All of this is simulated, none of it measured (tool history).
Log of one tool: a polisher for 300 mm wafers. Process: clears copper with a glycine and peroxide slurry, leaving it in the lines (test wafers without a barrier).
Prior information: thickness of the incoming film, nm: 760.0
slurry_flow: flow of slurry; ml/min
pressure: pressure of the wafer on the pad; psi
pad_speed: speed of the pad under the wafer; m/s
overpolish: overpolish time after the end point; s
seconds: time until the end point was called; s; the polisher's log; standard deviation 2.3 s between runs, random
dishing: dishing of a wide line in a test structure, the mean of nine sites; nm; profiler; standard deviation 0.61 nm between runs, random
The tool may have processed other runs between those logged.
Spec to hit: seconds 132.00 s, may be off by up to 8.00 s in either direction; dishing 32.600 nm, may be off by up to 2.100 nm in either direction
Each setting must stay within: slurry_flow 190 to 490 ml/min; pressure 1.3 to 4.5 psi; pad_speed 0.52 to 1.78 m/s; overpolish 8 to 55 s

run,hour,slurry_flow,pressure,pad_speed,overpolish,seconds,dishing
1,0.0,315,2.9,1.14,28,112.43,97.902
2,4.0,285,2.5,1.20,23,119.95,78.610
3,8.1,285,2.5,1.36,23,108.93,88.268
4,10.3,225,2.5,1.36,23,113.12,87.293
5,16.3,285,2.2,1.30,20,123.00,69.644
6,19.3,285,2.2,1.44,20,113.79,75.081
7,25.9,330,2.0,1.42,17,122.70,63.104
8,31.5,365,1.8,1.42,15,136.30,51.606
9,35.5,395,1.7,1.48,13,136.01,45.057
10,42.0,415,1.6,1.54,12,135.66,42.712
11,48.8,490,1.3,1.68,8,154.30,27.573

Which single option among these 4 for the next run brings every result within its allowed miss of target? Just one does.
A,55.6,490,1.3,1.10,8,?,?
B,55.6,450,1.3,1.26,14,?,?
C,55.6,490,1.7,1.56,8,?,?
D,55.6,490,1.7,1.76,8,?,?

move,seconds,dishing
A,209.73,20.891
B,190.98,36.825
C,130.74,31.906
D,118.34,34.664
A: its largest miss is bigger than the last run's
B: its largest miss is bigger than the last run's
C: in spec on every target
D: pushes the last run's worst result past its target
C is the move that brings every result within its allowed miss.

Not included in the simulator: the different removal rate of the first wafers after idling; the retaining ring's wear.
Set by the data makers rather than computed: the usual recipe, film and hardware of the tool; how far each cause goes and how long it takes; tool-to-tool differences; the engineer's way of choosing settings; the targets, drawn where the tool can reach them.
